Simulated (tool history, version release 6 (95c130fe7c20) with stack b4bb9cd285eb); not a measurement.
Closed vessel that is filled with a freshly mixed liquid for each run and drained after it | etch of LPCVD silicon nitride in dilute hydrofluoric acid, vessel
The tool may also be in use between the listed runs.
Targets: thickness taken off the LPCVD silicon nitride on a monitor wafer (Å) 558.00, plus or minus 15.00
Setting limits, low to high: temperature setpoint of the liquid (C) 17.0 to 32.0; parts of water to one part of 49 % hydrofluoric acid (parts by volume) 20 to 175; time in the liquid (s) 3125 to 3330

| run | day | temperature setpoint of the liquid (C) | parts of water to one part of 49 % hydrofluoric acid (parts by volume) | time in the liquid (s) | thickness taken off the LPCVD silicon nitride on a monitor wafer (Å) |
|---|---|---|---|---|---|
| 1 | 0.000 | 24.0 | 95 | 3125 | 178.18 |
| 2 | 0.288 | 25.5 | 85 | 3130 | 217.76 |
| 3 | 0.675 | 25.5 | 85 | 3125 | 217.81 |
| 4 | 1.021 | 25.5 | 110 | 3125 | 167.78 |
| 5 | 1.267 | 26.5 | 95 | 3130 | 208.72 |
| 6 | 1.662 | 26.5 | 70 | 3130 | 281.10 |
| 7 | 1.846 | 27.5 | 65 | 3130 | 324.52 |
| 8 | 2.042 | 31.5 | 40 | 3135 | 678.63 |
| 9 | 2.250 | 31.5 | 40 | 3135 | 679.87 |
| 10 | 2.338 | 31.0 | 40 | 3135 | 660.96 |
| 11 | 2.738 | 30.5 | 40 | 3135 | 635.57 |
| 12 | 2.858 | 30.0 | 40 | 3135 | 616.84 |
| 13 | 2.983 | 29.5 | 40 | 3135 | 597.73 |

Which one of the following 5 next-run settings gets every result inside its allowed miss? There is exactly one.
| A | 3.108 | 28.5 | 40 | 3330 | ? |
| B | 3.108 | 29.0 | 45 | 3160 | ? |
| C | 3.108 | 31.0 | 50 | 3330 | ? |
| D | 3.108 | 29.0 | 45 | 3205 | ? |
| E | 3.108 | 31.0 | 45 | 3170 | ? |

| move | thickness taken off the LPCVD silicon nitride on a monitor wafer (Å) |
|---|---|
| A | 595.99 |
| B | 520.48 |
| C | 562.42 |
| D | 527.89 |
| E | 594.24 |
A: no better and no worse than the last run
B: takes the result that was furthest off past its target
C: every result lands within tolerance
D: takes the result that was furthest off past its target
E: nearer the targets than the last run, but a result is still out of spec
C is the move that brings every result within its allowed miss.
